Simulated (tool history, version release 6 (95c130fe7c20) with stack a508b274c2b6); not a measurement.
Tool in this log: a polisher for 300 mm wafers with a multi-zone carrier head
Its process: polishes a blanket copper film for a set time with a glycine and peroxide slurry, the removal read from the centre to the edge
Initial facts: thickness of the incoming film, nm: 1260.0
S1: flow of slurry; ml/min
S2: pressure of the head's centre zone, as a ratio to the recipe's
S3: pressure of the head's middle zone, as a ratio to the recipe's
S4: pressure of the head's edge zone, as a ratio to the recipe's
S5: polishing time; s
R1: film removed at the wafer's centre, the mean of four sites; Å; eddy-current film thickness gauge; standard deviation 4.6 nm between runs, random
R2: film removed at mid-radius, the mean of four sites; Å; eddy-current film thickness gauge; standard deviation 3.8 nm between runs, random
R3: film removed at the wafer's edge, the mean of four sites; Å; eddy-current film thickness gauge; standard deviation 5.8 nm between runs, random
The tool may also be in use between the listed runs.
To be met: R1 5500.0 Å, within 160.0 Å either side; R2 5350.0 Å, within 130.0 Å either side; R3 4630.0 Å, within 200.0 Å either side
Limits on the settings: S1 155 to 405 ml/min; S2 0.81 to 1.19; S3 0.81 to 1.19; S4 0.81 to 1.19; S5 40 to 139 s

Run 1, hour 0.0: S1 260 ml/min, S2 1.00, S3 1.00, S4 1.00, S5 89 s. Result: R1 4177.9 Å, R2 4134.7 Å, R3 3976.4 Å.
Run 2, hour 8.0: S1 220 ml/min, S2 1.00, S3 1.00, S4 1.00, S5 89 s. Result: R1 4061.1 Å, R2 4020.2 Å, R3 3953.3 Å.
Run 3, hour 12.6: S1 245 ml/min, S2 1.04, S3 1.05, S4 1.03, S5 91 s. Result: R1 4306.3 Å, R2 4304.5 Å, R3 4161.5 Å.
Run 4, hour 20.9: S1 245 ml/min, S2 1.04, S3 0.98, S4 1.03, S5 91 s. Result: R1 4367.7 Å, R2 4063.1 Å, R3 4199.0 Å.
Run 5, hour 25.7: S1 245 ml/min, S2 1.04, S3 0.98, S4 1.03, S5 101 s. Result: R1 4771.3 Å, R2 4488.7 Å, R3 4687.9 Å.
Run 6, hour 33.4: S1 245 ml/min, S2 1.04, S3 0.89, S4 1.03, S5 101 s. Result: R1 4760.7 Å, R2 4150.6 Å, R3 4629.4 Å.
Run 7, hour 41.9: S1 270 ml/min, S2 1.05, S3 0.94, S4 1.00, S5 101 s. Result: R1 4988.5 Å, R2 4411.0 Å, R3 4634.1 Å.
Run 8, hour 45.6: S1 295 ml/min, S2 1.05, S3 0.98, S4 0.98, S5 101 s. Result: R1 5034.6 Å, R2 4603.7 Å, R3 4590.6 Å.
Run 9, hour 48.6: S1 345 ml/min, S2 1.11, S3 1.08, S4 0.96, S5 103 s. Result: R1 5520.3 Å, R2 5177.1 Å, R3 4643.4 Å.

Which one of the following 4 next-run settings gets every result inside its allowed miss? There is exactly one.
Run A, hour 51.6: S1 310 ml/min, S2 1.12, S3 1.04, S4 0.89, S5 106 s. Result: R1 ?, R2 ?, R3 ?.
Run B, hour 51.6: S1 270 ml/min, S2 1.11, S3 1.02, S4 1.02, S5 106 s. Result: R1 ?, R2 ?, R3 ?.
Run C, hour 51.6: S1 310 ml/min, S2 1.19, S3 1.11, S4 1.00, S5 98 s. Result: R1 ?, R2 ?, R3 ?.
Run D, hour 51.6: S1 390 ml/min, S2 1.11, S3 1.12, S4 0.92, S5 102 s. Result: R1 ?, R2 ?, R3 ?.

move      R1      R2      R3
   A  5606.5  5056.0  4658.9
   B  5463.7  4898.8  4913.1
   C  5512.2  4939.0  4545.2
   D  5470.4  5289.1  4618.5
A: the biggest miss grows against the last run
B: the biggest miss grows against the last run
C: the biggest miss grows against the last run
D: hits every target within its allowed miss
Answer: D
